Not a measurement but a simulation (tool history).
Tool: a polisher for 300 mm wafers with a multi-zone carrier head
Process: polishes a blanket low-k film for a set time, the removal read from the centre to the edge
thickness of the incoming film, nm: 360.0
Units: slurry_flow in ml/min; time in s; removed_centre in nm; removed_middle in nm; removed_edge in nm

run,hour,slurry_flow,centre_zone,middle_zone,edge_zone,slurry_solids,time,removed_centre,removed_middle,removed_edge
1,0,280,1,1,1,1,71,22.849,22.583,24.01
2,8.2,280,1,0.95,1,1,71,22.533,22.45,24.372
3,9.6,280,1.05,0.95,1,1,71,23.291,22.298,24.564
4,16,275,1.01,0.97,1.03,1.05,71,23.124,23.098,24.78
5,24.1,275,1.01,0.97,1.03,1.15,71,23.805,23.847,25.838
6,30.5,275,1.05,0.97,1.03,1.15,71,24.696,22.891,25.665
7,38.4,280,1.01,0.97,1.04,1.2,71,23.956,23.836,26.437
8,44.5,310,0.95,1.07,1.14,1.4,71,24.754,27.808,29.374
9,52.3,310,0.94,1.07,1.14,1.4,71,24.155,28.243,28.982
10,57.4,310,0.93,1.07,1.15,1.4,71,23.669,26.743,29.336
11,65.9,310,0.93,1.08,1.16,1.4,71,24.155,27.828,29.204
12,68.8,310,0.92,1.08,1.16,1.4,71,23.674,28.142,28.948
13,74.2,310,0.92,1.08,1.17,1.4,71,23.599,27.462,29.707
14,75.5,310,0.92,1.09,1.17,1.4,71,23.591,27.755,28.936
15,81.1,315,0.92,1.09,1.17,1.4,71,23.577,28.222,29.355
16,83.6,320,0.92,1.09,1.17,1.4,71,23.736,28.013,29.79
17,88.3,325,0.92,1.1,1.17,1.4,71,23.863,28.522,29.751
18,96.9,330,0.92,1.1,1.17,1.4,71,23.961,28.36,29.631

The next listed run, before its measurement:
19,101,335,0.92,1.1,1.17,1.4,71,?,?,?

{"run 19": {"removed_centre": 23.59, "removed_middle": 27.993, "removed_edge": 29.782}}
